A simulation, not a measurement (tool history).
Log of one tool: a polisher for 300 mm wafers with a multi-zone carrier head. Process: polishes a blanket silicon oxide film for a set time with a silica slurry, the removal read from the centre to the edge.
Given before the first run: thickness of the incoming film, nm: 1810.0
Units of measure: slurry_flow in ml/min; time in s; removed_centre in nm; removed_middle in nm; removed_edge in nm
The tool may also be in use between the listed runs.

run 1 day=0 | slurry_flow=250 centre_zone=1 middle_zone=1 edge_zone=1 slurry_solids=1 time=44 | removed_centre=165.46 removed_middle=163.88 removed_edge=161.66
run 2 day=0.283 | slurry_flow=255 centre_zone=0.99 middle_zone=1.01 edge_zone=1.03 slurry_solids=1.1 time=44 | removed_centre=169.94 removed_middle=170.26 removed_edge=173.11
run 3 day=0.425 | slurry_flow=260 centre_zone=0.99 middle_zone=1.04 edge_zone=1.05 slurry_solids=1.15 time=44 | removed_centre=170.45 removed_middle=178.3 removed_edge=175.8
run 4 day=0.504 | slurry_flow=260 centre_zone=0.99 middle_zone=1.04 edge_zone=1.05 slurry_solids=1.15 time=51 | removed_centre=202.1 removed_middle=206.63 removed_edge=202.05
run 5 day=0.879 | slurry_flow=260 centre_zone=0.99 middle_zone=1.04 edge_zone=1.05 slurry_solids=1.05 time=51 | removed_centre=194.81 removed_middle=202.34 removed_edge=197.49
run 6 day=0.925 | slurry_flow=270 centre_zone=0.99 middle_zone=1.05 edge_zone=1.07 slurry_solids=1.05 time=51 | removed_centre=198.85 removed_middle=200.69 removed_edge=200.22
run 7 day=1.212 | slurry_flow=270 centre_zone=0.99 middle_zone=1.05 edge_zone=1.07 slurry_solids=1.05 time=51 | removed_centre=194.68 removed_middle=203.64 removed_edge=200.36

Expected results for the next run?
run 8 day=1.45 | slurry_flow=280 centre_zone=0.99 middle_zone=1.06 edge_zone=1.09 slurry_solids=1.05 time=51 | removed_centre=? removed_middle=? removed_edge=?

{"run 8": {"removed_centre": 196.15, "removed_middle": 202.15, "removed_edge": 204.07}}

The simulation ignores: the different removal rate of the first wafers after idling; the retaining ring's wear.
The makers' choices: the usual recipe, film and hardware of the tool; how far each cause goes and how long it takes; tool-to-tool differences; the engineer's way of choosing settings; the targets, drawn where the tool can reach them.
